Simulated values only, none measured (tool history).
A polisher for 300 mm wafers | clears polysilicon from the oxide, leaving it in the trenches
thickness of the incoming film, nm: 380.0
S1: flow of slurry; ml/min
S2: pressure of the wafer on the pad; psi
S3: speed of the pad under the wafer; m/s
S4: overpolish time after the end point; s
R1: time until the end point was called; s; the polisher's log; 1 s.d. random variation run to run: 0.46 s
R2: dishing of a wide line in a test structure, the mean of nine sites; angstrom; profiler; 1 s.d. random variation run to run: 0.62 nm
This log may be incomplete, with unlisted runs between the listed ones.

run 1 hour=0 | S1=130 S2=2.3 S3=1.16 S4=11 | R1=22.6 R2=386.78
run 2 hour=0.9 | S1=130 S2=2.2 S3=1.16 S4=10 | R1=23.41 R2=370.62
run 3 hour=7.8 | S1=130 S2=2.1 S3=1.16 S4=9 | R1=24.526 R2=347
run 4 hour=9.5 | S1=130 S2=2 S3=1.16 S4=9 | R1=25.4 R2=357.1
run 5 hour=14.7 | S1=130 S2=1.9 S3=1.16 S4=9 | R1=27.338 R2=353.57
run 6 hour=16.3 | S1=100 S2=1.9 S3=1.16 S4=9 | R1=29.631 R2=347.49

Predict the results of run 7:
run 7 hour=18.5 | S1=80 S2=1.9 S3=1.16 S4=3 | R1=? R2=?

R1: 32.965 s
R2: 198.6 angstrom

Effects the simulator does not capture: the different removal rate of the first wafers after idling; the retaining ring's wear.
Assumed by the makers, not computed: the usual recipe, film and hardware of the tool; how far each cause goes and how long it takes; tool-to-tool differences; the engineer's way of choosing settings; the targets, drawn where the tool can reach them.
